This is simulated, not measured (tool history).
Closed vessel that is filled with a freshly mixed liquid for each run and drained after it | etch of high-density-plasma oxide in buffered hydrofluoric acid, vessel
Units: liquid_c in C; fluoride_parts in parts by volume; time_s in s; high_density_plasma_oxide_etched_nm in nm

run,hour,liquid_c,fluoride_parts,time_s,high_density_plasma_oxide_etched_nm
1,0.0,24.0,9.0,35,58.967
2,6.9,26.5,8.0,35,76.305
3,10.8,28.0,7.5,35,89.180
4,18.1,25.5,7.5,35,77.990
5,27.4,23.0,7.5,35,67.942
6,31.1,23.0,8.5,35,59.585

Forecast run 7:
7,36.3,26.0,8.0,35,?

Run 7 gave high_density_plasma_oxide_etched_nm 74.456 nm.

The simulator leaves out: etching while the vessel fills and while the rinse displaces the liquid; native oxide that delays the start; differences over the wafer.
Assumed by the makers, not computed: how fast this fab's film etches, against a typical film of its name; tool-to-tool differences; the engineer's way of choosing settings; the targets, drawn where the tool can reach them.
